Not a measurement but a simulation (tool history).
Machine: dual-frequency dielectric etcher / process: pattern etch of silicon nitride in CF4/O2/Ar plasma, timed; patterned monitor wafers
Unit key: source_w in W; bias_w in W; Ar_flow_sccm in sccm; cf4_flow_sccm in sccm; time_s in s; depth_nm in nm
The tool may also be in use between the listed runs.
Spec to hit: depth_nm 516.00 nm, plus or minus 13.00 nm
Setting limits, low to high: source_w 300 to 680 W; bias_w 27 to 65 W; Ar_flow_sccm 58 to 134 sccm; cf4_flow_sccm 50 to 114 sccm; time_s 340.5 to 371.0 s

run	hour	source_w	bias_w	Ar_flow_sccm	cf4_flow_sccm	time_s	depth_nm
1	0.0	490	46	96	82	371.0	720.13
2	2.2	470	46	96	82	371.0	700.27
3	9.0	470	46	96	82	371.0	701.52
4	11.4	470	46	96	82	340.5	641.49
5	13.9	470	46	96	82	340.5	640.53
6	17.7	460	46	96	82	340.5	633.97
7	25.8	360	44	97	82	340.5	534.34
8	28.5	360	44	97	82	340.5	531.47

Which single option among these 5 for the next run brings every result within its allowed miss of target? Just one does.
A	31.2	320	46	90	74	364.5	?
B	31.2	360	41	96	74	345.5	?
C	31.2	400	38	97	79	348.0	?
D	31.2	360	40	96	84	371.0	?
E	31.2	390	36	83	88	348.5	?

move	depth_nm
A	536.80
B	513.80
C	540.75
D	559.96
E	544.60
A: the biggest miss grows against the last run
B: all results in spec
C: the biggest miss grows against the last run
D: the biggest miss grows against the last run
E: the biggest miss grows against the last run
Move B is the one to make.
